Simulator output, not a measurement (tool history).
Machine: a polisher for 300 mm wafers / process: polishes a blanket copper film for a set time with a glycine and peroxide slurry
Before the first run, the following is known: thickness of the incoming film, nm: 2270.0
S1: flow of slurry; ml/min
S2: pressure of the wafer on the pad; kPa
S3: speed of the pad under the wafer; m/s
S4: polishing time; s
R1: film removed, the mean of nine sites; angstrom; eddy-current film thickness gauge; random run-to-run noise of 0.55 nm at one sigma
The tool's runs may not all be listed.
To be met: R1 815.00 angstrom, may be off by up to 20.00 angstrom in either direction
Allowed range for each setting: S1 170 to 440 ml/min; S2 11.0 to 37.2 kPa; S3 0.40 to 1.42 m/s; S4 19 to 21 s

run 1 hour=0.0 | S1=280 S2=24.1 S3=0.90 S4=21 | R1=1129.30
run 2 hour=5.4 | S1=315 S2=24.1 S3=0.90 S4=21 | R1=1129.10
run 3 hour=10.3 | S1=375 S2=24.1 S3=0.90 S4=21 | R1=1166.20
run 4 hour=11.7 | S1=410 S2=24.1 S3=0.90 S4=21 | R1=1192.80
run 5 hour=18.9 | S1=400 S2=22.8 S3=0.90 S4=21 | R1=1136.60
run 6 hour=24.1 | S1=440 S2=22.8 S3=0.90 S4=21 | R1=1133.20
run 7 hour=30.9 | S1=440 S2=21.4 S3=0.90 S4=21 | R1=1092.40
run 8 hour=31.8 | S1=435 S2=20.0 S3=0.90 S4=21 | R1=1071.20
run 9 hour=39.7 | S1=430 S2=18.6 S3=0.90 S4=21 | R1=1008.70
run 10 hour=43.7 | S1=425 S2=17.9 S3=0.90 S4=21 | R1=988.47
run 11 hour=51.7 | S1=420 S2=17.2 S3=0.90 S4=21 | R1=969.59
run 12 hour=59.5 | S1=415 S2=16.5 S3=0.90 S4=21 | R1=950.26
run 13 hour=61.5 | S1=410 S2=15.9 S3=0.90 S4=21 | R1=930.59
run 14 hour=68.4 | S1=405 S2=15.2 S3=0.90 S4=21 | R1=908.65
run 15 hour=73.3 | S1=405 S2=15.2 S3=0.90 S4=21 | R1=898.27

Of the 4 settings listed for the next run, only one would bring every result within its allowed miss of target. Which one?
run A hour=78.2 | S1=440 S2=14.5 S3=0.72 S4=21 | R1=?
run B hour=78.2 | S1=395 S2=14.5 S3=0.82 S4=21 | R1=?
run C hour=78.2 | S1=430 S2=17.2 S3=0.96 S4=21 | R1=?
run D hour=78.2 | S1=405 S2=16.5 S3=0.94 S4=21 | R1=?

move=A R1=756.83
move=B R1=827.22
move=C R1=1033.70
move=D R1=988.54
A: the result that was furthest off in the last run now lies on the other side of its target
B: every result within its allowed miss
C: misses by more than the last run did
D: misses by more than the last run did
Move B is the one to make.

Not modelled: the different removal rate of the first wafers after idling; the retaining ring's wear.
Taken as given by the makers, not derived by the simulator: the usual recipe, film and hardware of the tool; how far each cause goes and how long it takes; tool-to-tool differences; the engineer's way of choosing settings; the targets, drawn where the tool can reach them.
